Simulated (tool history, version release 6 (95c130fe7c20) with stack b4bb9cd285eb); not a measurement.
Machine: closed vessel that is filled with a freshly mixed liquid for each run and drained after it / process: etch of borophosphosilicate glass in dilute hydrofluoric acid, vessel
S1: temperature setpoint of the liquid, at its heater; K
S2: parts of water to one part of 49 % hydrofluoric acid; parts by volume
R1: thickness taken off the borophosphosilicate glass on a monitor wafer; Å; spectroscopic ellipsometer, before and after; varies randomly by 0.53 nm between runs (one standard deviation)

Run 1, hour 0: S1 299.15 K, S2 110 parts by volume, time in the liquid (s) 120. Result: R1 386.21 Å.
Run 2, hour 3: S1 299.15 K, S2 80 parts by volume, time in the liquid (s) 120. Result: R1 557.3 Å.
Run 3, hour 10.8: S1 299.15 K, S2 60 parts by volume, time in the liquid (s) 120. Result: R1 754.35 Å.
Run 4, hour 13.2: S1 296.65 K, S2 60 parts by volume, time in the liquid (s) 120. Result: R1 686.49 Å.
Run 5, hour 20.1: S1 293.65 K, S2 60 parts by volume, time in the liquid (s) 120. Result: R1 599.44 Å.
Run 6, hour 28.9: S1 293.65 K, S2 60 parts by volume, time in the liquid (s) 120. Result: R1 608.92 Å.
Run 7, hour 34.2: S1 294.65 K, S2 60 parts by volume, time in the liquid (s) 120. Result: R1 636.06 Å.

For run 8, what comes out?
Run 8, hour 43.2: S1 295.65 K, S2 60 parts by volume, time in the liquid (s) 120. Result: R1 ?.

Run 8 gave R1 660.6 Å.

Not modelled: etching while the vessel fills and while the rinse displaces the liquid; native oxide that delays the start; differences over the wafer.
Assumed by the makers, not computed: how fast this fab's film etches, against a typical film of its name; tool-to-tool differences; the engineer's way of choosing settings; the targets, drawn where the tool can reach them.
